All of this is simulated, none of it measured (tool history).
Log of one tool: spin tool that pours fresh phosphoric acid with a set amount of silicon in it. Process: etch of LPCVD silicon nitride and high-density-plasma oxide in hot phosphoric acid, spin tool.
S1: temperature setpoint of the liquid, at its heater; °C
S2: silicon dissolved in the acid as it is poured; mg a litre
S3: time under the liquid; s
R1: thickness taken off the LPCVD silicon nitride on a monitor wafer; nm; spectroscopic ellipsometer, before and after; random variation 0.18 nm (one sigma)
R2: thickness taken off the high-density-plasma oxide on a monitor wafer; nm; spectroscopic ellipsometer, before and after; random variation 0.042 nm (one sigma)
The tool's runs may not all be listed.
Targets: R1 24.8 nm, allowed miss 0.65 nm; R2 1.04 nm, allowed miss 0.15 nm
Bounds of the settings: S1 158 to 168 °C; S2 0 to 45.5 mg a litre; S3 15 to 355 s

| run | hour | S1 | S2 | S3 | R1 | R2 |
|---|---|---|---|---|---|---|
| 1 | 0 | 163 | 20 | 180 | 15.766 | 0.99901 |
| 2 | 5.3 | 163.5 | 23.5 | 190 | 16.976 | 1.0209 |
| 3 | 6 | 162 | 23.5 | 190 | 15.729 | 0.88329 |
| 4 | 8.3 | 163 | 27 | 200 | 17.614 | 0.90792 |
| 5 | 13.2 | 165 | 27 | 200 | 18.749 | 1.0458 |
| 6 | 14.7 | 165 | 38 | 200 | 18.483 | 0.61678 |
| 7 | 15.9 | 165.5 | 37.5 | 205 | 19.392 | 0.71255 |
| 8 | 23.7 | 166 | 37.5 | 210 | 20.189 | 0.72883 |
| 9 | 31.1 | 166.5 | 37 | 215 | 20.949 | 0.82145 |
| 10 | 35.4 | 166.5 | 37 | 220 | 21.363 | 0.84252 |

5 next moves are on the table. One of them brings every result within its allowed miss. Which?
| A | 39.7 | 166 | 27 | 275 | ? | ? |
| B | 39.7 | 165 | 18.5 | 185 | ? | ? |
| C | 39.7 | 166 | 36 | 185 | ? | ? |
| D | 39.7 | 167.5 | 36.5 | 245 | ? | ? |
| E | 39.7 | 166.5 | 26.5 | 270 | ? | ? |

| move | R1 | R2 |
|---|---|---|
| A | 26.47 | 1.5421 |
| B | 17.233 | 1.2581 |
| C | 17.807 | 0.70394 |
| D | 24.763 | 1.011 |
| E | 26.416 | 1.5976 |
A: takes the result that was furthest off past its target
B: further off than the last run
C: further off than the last run
D: meets every target
E: takes the result that was furthest off past its target
Move D is the one to make.
